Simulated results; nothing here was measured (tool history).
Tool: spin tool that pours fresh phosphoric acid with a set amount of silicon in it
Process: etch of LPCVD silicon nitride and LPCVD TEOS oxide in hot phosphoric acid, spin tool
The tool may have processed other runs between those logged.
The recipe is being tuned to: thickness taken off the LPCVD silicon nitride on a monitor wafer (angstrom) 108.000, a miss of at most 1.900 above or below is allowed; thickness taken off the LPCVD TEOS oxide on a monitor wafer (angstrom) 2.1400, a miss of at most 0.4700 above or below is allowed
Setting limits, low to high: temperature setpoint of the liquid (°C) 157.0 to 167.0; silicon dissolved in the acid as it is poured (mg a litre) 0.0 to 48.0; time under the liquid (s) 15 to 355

run	hour	temperature setpoint of the liquid (°C)	silicon dissolved in the acid as it is poured (mg a litre)	time under the liquid (s)	thickness taken off the LPCVD silicon nitride on a monitor wafer (angstrom)	thickness taken off the LPCVD TEOS oxide on a monitor wafer (angstrom)
1	0.0	162.0	21.0	180	190.760	4.6017
2	5.4	162.0	31.0	180	191.940	2.6352
3	8.5	161.5	29.5	170	178.750	2.7570
4	17.0	161.5	29.5	110	113.850	1.8310
5	24.8	161.5	29.5	80	83.256	1.2764
# hour 28.4: dissolved silicon flow meter replaced
6	28.4	160.5	29.5	80	80.988	1.3022
7	31.0	163.0	17.5	105	115.130	3.2023
8	37.7	163.0	18.5	105	114.530	2.9794
9	41.0	163.0	19.5	105	114.630	2.9553
10	42.0	163.0	20.5	105	114.460	3.0917
11	43.3	163.0	20.5	105	115.050	3.0462
12	48.8	163.0	20.5	105	115.090	2.7570
13	52.3	163.0	21.0	105	115.100	2.9709
14	59.5	163.0	21.5	105	115.810	2.6656
15	68.5	163.0	21.5	105	114.530	2.7514
16	72.0	163.0	22.0	105	115.760	2.9786

Exactly one of the 4 candidate moves below puts every result within its allowed miss. Which one?
A	75.5	159.5	22.5	115	?	?
B	75.5	158.5	22.0	115	?	?
C	75.5	161.0	35.0	110	?	?
D	75.5	160.0	37.5	105	?	?

move	thickness taken off the LPCVD silicon nitride on a monitor wafer (angstrom)	thickness taken off the LPCVD TEOS oxide on a monitor wafer (angstrom)
A	112.760	2.2629
B	109.020	2.1328
C	113.430	1.4884
D	104.700	1.1545
A: nearer the targets than the last run, but a result is still out of spec
B: hits every target within its allowed miss
C: nearer the targets than the last run, but a result is still out of spec
D: pushes the last run's worst result past its target
Answer: B

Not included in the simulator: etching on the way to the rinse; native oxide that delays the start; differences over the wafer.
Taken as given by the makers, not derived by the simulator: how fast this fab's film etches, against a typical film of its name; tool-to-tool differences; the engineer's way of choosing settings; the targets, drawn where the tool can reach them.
